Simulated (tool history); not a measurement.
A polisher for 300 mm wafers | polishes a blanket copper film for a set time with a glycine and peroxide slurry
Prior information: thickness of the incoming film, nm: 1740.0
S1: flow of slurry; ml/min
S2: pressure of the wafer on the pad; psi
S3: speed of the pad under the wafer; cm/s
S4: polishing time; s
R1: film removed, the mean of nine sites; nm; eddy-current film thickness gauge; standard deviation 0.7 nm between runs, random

| run | hour | S1 | S2 | S3 | S4 | R1 |
|---|---|---|---|---|---|---|
| 1 | 0 | 260 | 3.1 | 78 | 25 | 108.9 |
| 2 | 7.7 | 260 | 2.9 | 74 | 25 | 96.792 |
| 3 | 14.1 | 315 | 2.9 | 74 | 25 | 98.404 |
| 4 | 18.5 | 315 | 3.5 | 74 | 25 | 114.6 |
| 5 | 26.3 | 315 | 2.9 | 74 | 25 | 96.5 |
| 6 | 28.1 | 315 | 2.7 | 72 | 25 | 90.085 |
| 7 | 31.7 | 315 | 2.5 | 70 | 25 | 85.232 |
| 8 | 38.5 | 315 | 2.4 | 66 | 25 | 80.104 |
| 9 | 45.5 | 315 | 1.5 | 44 | 24 | 44.266 |
| 10 | 48.7 | 315 | 1.6 | 44 | 24 | 44.705 |

Predict the results of run 11:
| 11 | 50.4 | 315 | 1.7 | 44 | 24 | ? |

Run 11 yielded R1 46.293 nm.
